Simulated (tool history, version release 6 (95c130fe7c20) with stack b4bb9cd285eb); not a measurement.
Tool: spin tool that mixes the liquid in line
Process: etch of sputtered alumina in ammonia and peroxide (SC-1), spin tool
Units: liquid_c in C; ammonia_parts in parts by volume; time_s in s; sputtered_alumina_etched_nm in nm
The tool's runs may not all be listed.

| run | hour | liquid_c | ammonia_parts | time_s | sputtered_alumina_etched_nm |
|---|---|---|---|---|---|
| 1 | 0.0 | 52.0 | 0.6 | 100 | 6.8795 |
| 2 | 1.7 | 50.0 | 0.6 | 100 | 6.1756 |
| 3 | 6.5 | 48.5 | 0.6 | 100 | 5.5997 |
| 4 | 13.0 | 51.0 | 0.6 | 100 | 6.4912 |
| 5 | 14.2 | 49.5 | 0.6 | 100 | 5.9757 |
| 6 | 22.7 | 49.5 | 0.5 | 100 | 5.8437 |
| 7 | 29.5 | 49.5 | 0.5 | 100 | 5.8595 |
| 8 | 36.3 | 48.0 | 0.5 | 100 | 5.2852 |
| 9 | 43.7 | 47.0 | 0.5 | 100 | 5.0705 |
| 10 | 50.5 | 46.0 | 0.5 | 100 | 4.7548 |
| 11 | 51.3 | 45.5 | 0.5 | 100 | 4.7129 |

Forecast run 12:
| 12 | 56.9 | 42.5 | 0.5 | 100 | ? |

Run 12 gave sputtered_alumina_etched_nm 3.9755 nm.
